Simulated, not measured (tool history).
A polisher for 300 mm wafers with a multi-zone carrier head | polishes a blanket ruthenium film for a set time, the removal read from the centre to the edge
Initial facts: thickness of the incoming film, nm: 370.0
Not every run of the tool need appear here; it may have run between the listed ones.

| run | hour | flow of slurry (ml/min) | pressure of the head's centre zone | pressure of the head's middle zone | pressure of the head's edge zone | polishing time (s) | film removed at the wafer's centre (nm) | film removed at mid-radius (nm) | film removed at the wafer's edge (nm) |
|---|---|---|---|---|---|---|---|---|---|
| 1 | 0 | 265 | 1 | 1 | 1 | 51 | 60.113 | 57.582 | 58.131 |
| 2 | 1.9 | 265 | 1 | 1.03 | 1 | 51 | 59.259 | 57.955 | 57.879 |
| 3 | 3.4 | 265 | 1 | 1.03 | 0.96 | 51 | 59.514 | 59.235 | 57.71 |
| 4 | 10.2 | 270 | 1.01 | 1.04 | 0.93 | 48 | 57.364 | 55.879 | 52.529 |
| 5 | 16.1 | 270 | 0.94 | 1.04 | 0.93 | 48 | 52.359 | 55.865 | 52.21 |
| 6 | 16.7 | 270 | 0.94 | 1.03 | 0.9 | 47 | 51.589 | 54.951 | 51.699 |
| 7 | 22.5 | 270 | 0.95 | 1.03 | 0.89 | 46 | 52.073 | 53.785 | 48.522 |

What will run 8 give?
| 8 | 29.7 | 230 | 0.93 | 0.99 | 0.85 | 45 | ? | ? | ? |

film removed at the wafer's centre (nm): 47.151
film removed at mid-radius (nm): 48.46
film removed at the wafer's edge (nm): 47.6
